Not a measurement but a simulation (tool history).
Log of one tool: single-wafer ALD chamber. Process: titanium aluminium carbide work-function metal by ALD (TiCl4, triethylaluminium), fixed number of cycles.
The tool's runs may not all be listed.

run    day  heater temperature setpoint (K)  triethylaluminium pulse time (s)  mean film thickness on the monitor wafer (Å)
  1      0                           568.15                             10.45                                        20.577
  2  0.321                           563.15                             10.45                                        19.959
  3  0.667                           563.15                              9.03                                        19.711
  4  1.017                           563.15                             11.14                                         20.04
  5  1.046                           563.15                             13.15                                        20.386
  6    1.1                           563.15                             15.55                                         20.48

The next listed run, before its measurement:
  7  1.171                           559.15                             14.65                                             ?

{"run 7": {"mean film thickness on the monitor wafer (Å)": 20.038}}

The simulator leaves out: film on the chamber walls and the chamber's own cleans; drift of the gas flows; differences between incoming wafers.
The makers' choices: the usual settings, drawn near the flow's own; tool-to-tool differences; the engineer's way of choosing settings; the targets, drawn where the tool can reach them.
